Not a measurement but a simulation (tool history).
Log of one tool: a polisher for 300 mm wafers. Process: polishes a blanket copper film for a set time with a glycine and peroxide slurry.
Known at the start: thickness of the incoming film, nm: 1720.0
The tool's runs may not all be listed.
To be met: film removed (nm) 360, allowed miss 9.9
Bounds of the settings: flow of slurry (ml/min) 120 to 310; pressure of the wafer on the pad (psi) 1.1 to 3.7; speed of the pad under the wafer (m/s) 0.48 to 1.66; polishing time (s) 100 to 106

run,hour,flow of slurry (ml/min),pressure of the wafer on the pad (psi),speed of the pad under the wafer (m/s),polishing time (s),film removed (nm)
1,0,200,2.4,1.06,100,453.74
2,0.6,200,2.4,1.2,100,503.61
3,8.1,195,2.2,1.2,100,474.63
4,13,195,2.1,1.2,100,460.54
5,18.5,195,2.1,1.2,100,465.87
6,26.9,195,2,1.2,100,447.23
7,30.4,195,1.9,1.2,100,430.16
8,38.5,195,1.8,1.2,100,417.8
9,47.4,195,1.7,1.2,100,407.05

4 next moves are on the table. One of them brings every result within its allowed miss. Which?
A,56.3,185,1.4,1.2,102,?
B,56.3,205,2.1,1.14,106,?
C,56.3,190,1.7,1.38,100,?
D,56.3,200,1.7,1.3,106,?

move,film removed (nm)
A,363.19
B,472.21
C,448.48
D,456.4
A: meets every target
B: further off than the last run
C: further off than the last run
D: further off than the last run
Move A is the one to make.
